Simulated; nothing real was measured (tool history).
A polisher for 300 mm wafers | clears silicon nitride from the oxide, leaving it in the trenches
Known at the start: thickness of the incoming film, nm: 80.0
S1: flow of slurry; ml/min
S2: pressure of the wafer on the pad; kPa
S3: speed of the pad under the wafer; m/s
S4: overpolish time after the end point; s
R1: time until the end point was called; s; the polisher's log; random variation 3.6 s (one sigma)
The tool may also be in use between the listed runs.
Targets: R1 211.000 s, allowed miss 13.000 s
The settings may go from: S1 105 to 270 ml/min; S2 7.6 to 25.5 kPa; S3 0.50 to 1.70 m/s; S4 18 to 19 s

run 1 hour=0.0 | S1=175 S2=16.5 S3=1.10 S4=18 | R1=87.653
run 2 hour=8.0 | S1=175 S2=13.8 S3=1.10 S4=18 | R1=103.100
run 3 hour=14.4 | S1=175 S2=13.8 S3=1.32 S4=18 | R1=84.390
run 4 hour=23.3 | S1=175 S2=12.4 S3=1.22 S4=18 | R1=102.700
run 5 hour=27.4 | S1=215 S2=12.4 S3=1.22 S4=18 | R1=102.470
run 6 hour=34.7 | S1=215 S2=12.4 S3=1.22 S4=18 | R1=100.350
-- hour=37.0 slurry nozzle cleaned
run 7 hour=37.0 | S1=215 S2=11.7 S3=1.14 S4=18 | R1=111.120
run 8 hour=41.2 | S1=215 S2=11.0 S3=1.06 S4=18 | R1=120.090
run 9 hour=43.9 | S1=195 S2=7.6 S3=0.76 S4=18 | R1=241.340

4 next moves are on the table. One of them brings every result within its allowed miss. Which?
run A hour=46.6 | S1=220 S2=7.6 S3=0.76 S4=18 | R1=?
run B hour=46.6 | S1=160 S2=11.0 S3=0.76 S4=18 | R1=?
run C hour=46.6 | S1=170 S2=9.0 S3=0.76 S4=18 | R1=?
run D hour=46.6 | S1=170 S2=12.4 S3=0.66 S4=18 | R1=?

move=A R1=235.410
move=B R1=172.960
move=C R1=208.610
move=D R1=175.000
A: nearer than the last run, and not there yet
B: takes the result that was furthest off past its target
C: meets every target
D: takes the result that was furthest off past its target
The right move is C.
